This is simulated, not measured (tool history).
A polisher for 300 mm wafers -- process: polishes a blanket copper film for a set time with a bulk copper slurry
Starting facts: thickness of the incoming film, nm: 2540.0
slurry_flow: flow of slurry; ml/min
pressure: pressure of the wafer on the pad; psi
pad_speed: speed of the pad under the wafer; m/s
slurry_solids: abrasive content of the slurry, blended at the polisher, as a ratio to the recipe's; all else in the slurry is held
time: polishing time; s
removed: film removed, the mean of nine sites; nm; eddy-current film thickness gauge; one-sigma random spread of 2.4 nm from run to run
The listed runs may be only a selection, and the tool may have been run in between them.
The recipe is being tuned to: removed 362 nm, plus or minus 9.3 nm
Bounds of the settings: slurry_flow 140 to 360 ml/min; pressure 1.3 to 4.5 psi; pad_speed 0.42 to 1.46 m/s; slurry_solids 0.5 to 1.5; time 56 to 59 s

{"run": 1, "hour": 0.0, "slurry_flow": 230, "pressure": 2.9, "pad_speed": 0.94, "slurry_solids": 1, "time": 56, "removed": 495.71}
{"run": 2, "hour": 7.8, "slurry_flow": 180, "pressure": 2.9, "pad_speed": 0.94, "slurry_solids": 1, "time": 56, "removed": 478.01}
{"run": 3, "hour": 15.2, "slurry_flow": 175, "pressure": 2.7, "pad_speed": 0.94, "slurry_solids": 1, "time": 56, "removed": 445.11}
{"run": 4, "hour": 19.9, "slurry_flow": 175, "pressure": 2.7, "pad_speed": 0.94, "slurry_solids": 1, "time": 56, "removed": 447.42}
{"run": 5, "hour": 24.2, "slurry_flow": 175, "pressure": 2.7, "pad_speed": 0.94, "slurry_solids": 1.15, "time": 56, "removed": 468.28}
{"run": 6, "hour": 27.0, "slurry_flow": 175, "pressure": 3.3, "pad_speed": 0.94, "slurry_solids": 1.15, "time": 56, "removed": 567.32}
{"run": 7, "hour": 33.5, "slurry_flow": 170, "pressure": 3, "pad_speed": 0.94, "slurry_solids": 1.15, "time": 56, "removed": 514.33}
{"run": 8, "hour": 38.3, "slurry_flow": 165, "pressure": 2.7, "pad_speed": 0.94, "slurry_solids": 1.15, "time": 56, "removed": 465.68}
{"run": 9, "hour": 38.9, "slurry_flow": 165, "pressure": 2.5, "pad_speed": 0.94, "slurry_solids": 1.15, "time": 56, "removed": 427.51}
{"run": 10, "hour": 43.4, "slurry_flow": 165, "pressure": 2.4, "pad_speed": 0.94, "slurry_solids": 1.15, "time": 56, "removed": 411.19}
{"run": 11, "hour": 47.9, "slurry_flow": 165, "pressure": 2.3, "pad_speed": 0.94, "slurry_solids": 1.15, "time": 56, "removed": 397.35}

Of the 5 settings listed for the next run, only one would bring every result within its allowed miss of target. Which one?
{"run": "A", "hour": 52.4, "slurry_flow": 190, "pressure": 2.6, "pad_speed": 0.7, "slurry_solids": 1, "time": 59, "removed": "?"}
{"run": "B", "hour": 52.4, "slurry_flow": 185, "pressure": 2, "pad_speed": 0.94, "slurry_solids": 1.1, "time": 56, "removed": "?"}
{"run": "C", "hour": 52.4, "slurry_flow": 165, "pressure": 2.6, "pad_speed": 0.72, "slurry_solids": 0.95, "time": 58, "removed": "?"}
{"run": "D", "hour": 52.4, "slurry_flow": 145, "pressure": 1.5, "pad_speed": 1.16, "slurry_solids": 1.2, "time": 59, "removed": "?"}
{"run": "E", "hour": 52.4, "slurry_flow": 145, "pressure": 2.4, "pad_speed": 0.8, "slurry_solids": 1.05, "time": 59, "removed": "?"}

move=A removed=346.15
move=B removed=345.97
move=C removed=341.3
move=D removed=339.65
move=E removed=359.67
A: takes the biggest miss from the last run beyond its target
B: takes the biggest miss from the last run beyond its target
C: takes the biggest miss from the last run beyond its target
D: takes the biggest miss from the last run beyond its target
E: all results land within tolerance of their targets
The move that meets every target is E.
